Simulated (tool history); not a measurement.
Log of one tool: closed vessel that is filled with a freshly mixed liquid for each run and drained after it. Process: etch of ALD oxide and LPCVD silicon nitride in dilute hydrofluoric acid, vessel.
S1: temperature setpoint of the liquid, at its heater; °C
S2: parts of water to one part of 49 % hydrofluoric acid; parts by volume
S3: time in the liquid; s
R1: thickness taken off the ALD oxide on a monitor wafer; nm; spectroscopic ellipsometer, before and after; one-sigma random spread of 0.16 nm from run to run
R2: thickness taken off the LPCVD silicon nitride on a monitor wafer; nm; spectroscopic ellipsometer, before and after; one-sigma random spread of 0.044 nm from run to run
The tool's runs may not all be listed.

| run | hour | S1 | S2 | S3 | R1 | R2 |
|---|---|---|---|---|---|---|
| 1 | 0.0 | 22.0 | 130 | 110 | 11.5570 | 0.28551 |
| 2 | 7.6 | 22.0 | 130 | 70 | 7.2951 | 0.17957 |
| 3 | 10.7 | 22.0 | 130 | 95 | 9.9443 | 0.24879 |
| 4 | 13.7 | 24.5 | 130 | 95 | 11.0470 | 0.29542 |
| 5 | 17.7 | 25.5 | 120 | 95 | 12.5020 | 0.35362 |
| 6 | 26.0 | 22.0 | 120 | 95 | 10.8850 | 0.29819 |

Expected results for the next run?
| 7 | 27.3 | 22.0 | 120 | 95 | ? | ? |

{"run 7": {"R1": 11.013, "R2": 0.28022}}
